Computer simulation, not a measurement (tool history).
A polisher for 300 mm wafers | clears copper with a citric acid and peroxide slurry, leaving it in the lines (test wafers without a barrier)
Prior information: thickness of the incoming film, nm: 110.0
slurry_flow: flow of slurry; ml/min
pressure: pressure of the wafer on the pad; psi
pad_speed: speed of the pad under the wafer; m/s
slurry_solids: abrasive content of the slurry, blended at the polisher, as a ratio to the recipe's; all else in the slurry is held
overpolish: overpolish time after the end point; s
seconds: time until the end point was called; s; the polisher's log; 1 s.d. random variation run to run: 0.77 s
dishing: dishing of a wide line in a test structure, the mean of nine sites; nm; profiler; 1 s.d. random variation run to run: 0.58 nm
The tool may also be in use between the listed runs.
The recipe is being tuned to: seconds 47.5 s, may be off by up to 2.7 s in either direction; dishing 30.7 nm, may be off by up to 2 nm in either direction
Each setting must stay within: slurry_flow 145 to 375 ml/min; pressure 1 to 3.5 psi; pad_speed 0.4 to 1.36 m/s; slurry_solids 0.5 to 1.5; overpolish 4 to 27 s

run,day,slurry_flow,pressure,pad_speed,slurry_solids,overpolish,seconds,dishing
1,0,240,2.2,0.88,1,14,59.74,18.169
2,0.083,240,2.2,0.88,0.8,14,65.589,17.519
3,0.392,240,2.2,0.88,0.8,17,67.454,20.661
4,0.583,240,2.2,0.88,0.7,17,67.312,19.684
5,0.608,240,2.4,0.88,0.7,17,65.088,20.507
6,0.762,240,2.4,0.88,0.6,17,68.138,19.578
7,1.125,240,3,0.9,0.6,19,56.399,27.146
8,1.383,240,3,0.9,0.6,19,55.131,26.594
9,1.458,240,3,0.9,0.6,19,54.071,26.6
10,1.521,240,3.1,0.9,0.6,19,53.229,27.846
11,1.775,240,3.1,0.9,0.6,19,52.015,27.989
12,1.833,240,3.2,0.9,0.6,19,51.749,28.991

Next run, 5 choices. One meets every target within its allowed miss, the rest don't. Which?
A,1.892,290,3.5,0.8,0.65,19,?,?
B,1.892,230,3,0.86,0.65,22,?,?
C,1.892,155,2.9,1.02,0.55,24,?,?
D,1.892,250,3.2,0.78,0.5,23,?,?
E,1.892,275,3.5,0.86,0.5,18,?,?

move,seconds,dishing
A,47.275,30.684
B,53.305,31.263
C,54.679,32.932
D,59.636,29.517
E,51.085,27.296
A: meets every target
B: lands further from the targets than the last run did
C: lands further from the targets than the last run did
D: lands further from the targets than the last run did
E: lands further from the targets than the last run did
Answer: A
